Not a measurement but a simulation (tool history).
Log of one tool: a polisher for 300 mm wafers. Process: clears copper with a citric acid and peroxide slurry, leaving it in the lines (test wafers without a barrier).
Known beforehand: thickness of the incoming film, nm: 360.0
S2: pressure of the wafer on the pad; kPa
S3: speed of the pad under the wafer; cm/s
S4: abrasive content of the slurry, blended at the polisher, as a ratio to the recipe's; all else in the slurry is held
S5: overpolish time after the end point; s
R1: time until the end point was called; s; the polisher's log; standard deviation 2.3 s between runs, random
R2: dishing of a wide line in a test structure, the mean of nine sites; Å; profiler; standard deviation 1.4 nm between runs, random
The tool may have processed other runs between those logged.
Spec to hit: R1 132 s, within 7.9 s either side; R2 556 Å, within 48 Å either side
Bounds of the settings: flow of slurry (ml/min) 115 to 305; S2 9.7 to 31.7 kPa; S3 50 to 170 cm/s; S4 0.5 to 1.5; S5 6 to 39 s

Run 1, hour 0: flow of slurry (ml/min) 195, S2 20.7 kPa, S3 110 cm/s, S4 1, S5 20 s. Result: R1 178.55 s, R2 286.05 Å.
Run 2, hour 4.4: flow of slurry (ml/min) 195, S2 15.9 kPa, S3 110 cm/s, S4 1, S5 20 s. Result: R1 223.96 s, R2 224.07 Å.
Run 3, hour 6.3: flow of slurry (ml/min) 195, S2 17.2 kPa, S3 110 cm/s, S4 1, S5 21 s. Result: R1 214.67 s, R2 248.03 Å.
Run 4, hour 8.1: flow of slurry (ml/min) 195, S2 18.6 kPa, S3 110 cm/s, S4 1, S5 22 s. Result: R1 193.6 s, R2 280.95 Å.
Run 5, hour 14.3: flow of slurry (ml/min) 195, S2 18.6 kPa, S3 120 cm/s, S4 1, S5 22 s. Result: R1 178.63 s, R2 304.63 Å.
Run 6, hour 17.4: flow of slurry (ml/min) 195, S2 18.6 kPa, S3 138 cm/s, S4 1, S5 22 s. Result: R1 156.74 s, R2 331.88 Å.
Run 7, hour 22: flow of slurry (ml/min) 195, S2 19.3 kPa, S3 138 cm/s, S4 1, S5 23 s. Result: R1 158.43 s, R2 357.05 Å.
Run 8, hour 26.5: flow of slurry (ml/min) 195, S2 20 kPa, S3 138 cm/s, S4 1, S5 24 s. Result: R1 144.95 s, R2 378.67 Å.
Run 9, hour 35.5: flow of slurry (ml/min) 195, S2 20 kPa, S3 138 cm/s, S4 1, S5 25 s. Result: R1 144.34 s, R2 371.16 Å.
Run 10, hour 43.9: flow of slurry (ml/min) 195, S2 20 kPa, S3 138 cm/s, S4 1, S5 27 s. Result: R1 148.24 s, R2 414.65 Å.
Run 11, hour 51.6: flow of slurry (ml/min) 195, S2 20 kPa, S3 138 cm/s, S4 1, S5 28 s. Result: R1 150.31 s, R2 426.4 Å.
Run 12, hour 54.3: flow of slurry (ml/min) 195, S2 21.4 kPa, S3 138 cm/s, S4 1, S5 30 s. Result: R1 138.26 s, R2 460.65 Å.
Run 13, hour 56.6: flow of slurry (ml/min) 195, S2 21.4 kPa, S3 138 cm/s, S4 1, S5 30 s. Result: R1 142.22 s, R2 474.68 Å.
Run 14, hour 61.5: flow of slurry (ml/min) 195, S2 22.1 kPa, S3 138 cm/s, S4 1, S5 32 s. Result: R1 134.15 s, R2 492.46 Å.

Which of these 5 next moves meets every target?
Run A, hour 66.4: flow of slurry (ml/min) 180, S2 21.4 kPa, S3 128 cm/s, S4 1, S5 31 s. Result: R1 ?, R2 ?.
Run B, hour 66.4: flow of slurry (ml/min) 205, S2 24.1 kPa, S3 140 cm/s, S4 1, S5 27 s. Result: R1 ?, R2 ?.
Run C, hour 66.4: flow of slurry (ml/min) 160, S2 23.4 kPa, S3 142 cm/s, S4 0.55, S5 27 s. Result: R1 ?, R2 ?.
Run D, hour 66.4: flow of slurry (ml/min) 200, S2 29.6 kPa, S3 118 cm/s, S4 1.2, S5 21 s. Result: R1 ?, R2 ?.
Run E, hour 66.4: flow of slurry (ml/min) 250, S2 22.1 kPa, S3 138 cm/s, S4 0.9, S5 35 s. Result: R1 ?, R2 ?.

move      R1      R2
   A  151.22  468.94
   B  121.82  500.97
   C  139.23  451.85
   D  115.24  435.76
   E  132.92  563.74
A: the biggest miss grows against the last run
B: just as far off the targets as the last run
C: the biggest miss grows against the last run
D: the biggest miss grows against the last run
E: every result lands within tolerance
E is the move that brings every result within its allowed miss.
